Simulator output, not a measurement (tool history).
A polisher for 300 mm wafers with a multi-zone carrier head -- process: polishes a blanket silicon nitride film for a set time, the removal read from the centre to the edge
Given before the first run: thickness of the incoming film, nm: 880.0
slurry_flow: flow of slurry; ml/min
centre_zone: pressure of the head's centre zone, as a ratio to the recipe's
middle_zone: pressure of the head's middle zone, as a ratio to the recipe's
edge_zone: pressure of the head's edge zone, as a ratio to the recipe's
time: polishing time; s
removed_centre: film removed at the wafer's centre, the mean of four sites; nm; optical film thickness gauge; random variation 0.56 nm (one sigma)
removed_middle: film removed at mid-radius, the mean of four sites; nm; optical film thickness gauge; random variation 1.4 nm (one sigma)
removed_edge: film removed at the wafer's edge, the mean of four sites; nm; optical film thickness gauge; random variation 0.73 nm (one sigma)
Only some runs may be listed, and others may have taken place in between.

{"run": 1, "day": 0.0, "slurry_flow": 300, "centre_zone": 1, "middle_zone": 1, "edge_zone": 1, "time": 30, "removed_centre": 55.777, "removed_middle": 58.654, "removed_edge": 55.92}
{"run": 2, "day": 0.029, "slurry_flow": 305, "centre_zone": 1.02, "middle_zone": 1.02, "edge_zone": 1.01, "time": 31, "removed_centre": 58.429, "removed_middle": 59.516, "removed_edge": 57.591}
{"run": 3, "day": 0.196, "slurry_flow": 305, "centre_zone": 1.05, "middle_zone": 1.02, "edge_zone": 1.01, "time": 31, "removed_centre": 60.228, "removed_middle": 61.713, "removed_edge": 57.223}
{"run": 4, "day": 0.421, "slurry_flow": 310, "centre_zone": 1.06, "middle_zone": 1.04, "edge_zone": 1.02, "time": 32, "removed_centre": 63.803, "removed_middle": 64.799, "removed_edge": 60.718}
{"run": 5, "day": 0.746, "slurry_flow": 375, "centre_zone": 1.06, "middle_zone": 1.04, "edge_zone": 1.02, "time": 32, "removed_centre": 64.073, "removed_middle": 64.259, "removed_edge": 60.767}
{"day": 0.921, "done": "worn pad replaced by a new one"}
{"run": 6, "day": 0.921, "slurry_flow": 375, "centre_zone": 1.07, "middle_zone": 1.06, "edge_zone": 1.02, "time": 33, "removed_centre": 71.161, "removed_middle": 74.295, "removed_edge": 67.148}
{"run": 7, "day": 1.238, "slurry_flow": 385, "centre_zone": 1.08, "middle_zone": 1.07, "edge_zone": 1.03, "time": 33, "removed_centre": 72.609, "removed_middle": 72.366, "removed_edge": 68.091}
{"run": 8, "day": 1.533, "slurry_flow": 385, "centre_zone": 1.09, "middle_zone": 1.08, "edge_zone": 1.02, "time": 33, "removed_centre": 72.914, "removed_middle": 75.084, "removed_edge": 68.876}

Run 9 is up next; what results do you expect?
{"run": 9, "day": 1.712, "slurry_flow": 390, "centre_zone": 1.1, "middle_zone": 1.09, "edge_zone": 1.01, "time": 33, "removed_centre": "?", "removed_middle": "?", "removed_edge": "?"}

Run 9 gave removed_centre 73.088 nm, removed_middle 74.165 nm, removed_edge 67.655 nm.

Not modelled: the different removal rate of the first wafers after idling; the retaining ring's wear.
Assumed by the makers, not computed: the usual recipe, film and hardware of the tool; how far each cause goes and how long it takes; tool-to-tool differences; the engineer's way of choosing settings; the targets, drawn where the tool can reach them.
